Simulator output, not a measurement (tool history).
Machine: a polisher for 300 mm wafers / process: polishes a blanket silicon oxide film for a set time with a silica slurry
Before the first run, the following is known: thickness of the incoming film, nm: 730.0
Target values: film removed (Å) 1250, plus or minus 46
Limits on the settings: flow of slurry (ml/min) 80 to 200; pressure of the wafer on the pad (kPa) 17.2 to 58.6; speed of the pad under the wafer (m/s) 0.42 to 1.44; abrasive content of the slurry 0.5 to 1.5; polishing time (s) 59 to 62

run  hour  flow of slurry (ml/min)  pressure of the wafer on the pad (kPa)  speed of the pad under the wafer (m/s)  abrasive content of the slurry  polishing time (s)  film removed (Å)
  1     0                      130                                    37.9                                    0.92                               1                  59              1991
  2   5.2                      130                                    37.9                                    0.92                               1                  62            2064.4
  3  11.3                      125                                    32.4                                    0.92                               1                  62            1765.9
  4  12.3                      125                                    40.7                                    0.92                               1                  62            2186.3
  5  20.7                      125                                    40.7                                    0.92                               1                  62            2179.6
  6  27.7                      125                                    40.7                                    0.82                               1                  62            2046.5
  7  31.5                      120                                    35.2                                    0.82                               1                  62            1795.4
  8  34.2                      120                                    30.3                                     0.8                               1                  62            1522.9
  9  40.2                      115                                    28.3                                     0.8                               1                  62            1452.9
 10  48.7                      115                                    26.2                                     0.8                               1                  62            1344.1
 11    53                      110                                    25.5                                     0.8                               1                  62            1318.3

Exactly one of the 5 candidate moves below puts every result within its allowed miss. Which one?
  A  57.3                       80                                    25.5                                    0.76                             1.1                  59                 ?
  B  57.3                      110                                    25.5                                    0.76                             1.3                  59                 ?
  C  57.3                      140                                    21.4                                    0.76                             1.1                  59                 ?
  D  57.3                      105                                    22.1                                    0.74                            1.15                  59                 ?
  E  57.3                      125                                    22.1                                    0.88                               1                  61                 ?

move  film removed (Å)
   A            1175.8
   B            1360.3
   C            1147.2
   D            1117.8
   E            1241.2
A: takes the biggest miss from the last run beyond its target
B: lands further from the targets than the last run did
C: takes the biggest miss from the last run beyond its target
D: takes the biggest miss from the last run beyond its target
E: every result lands within tolerance
E is the move that brings every result within its allowed miss.
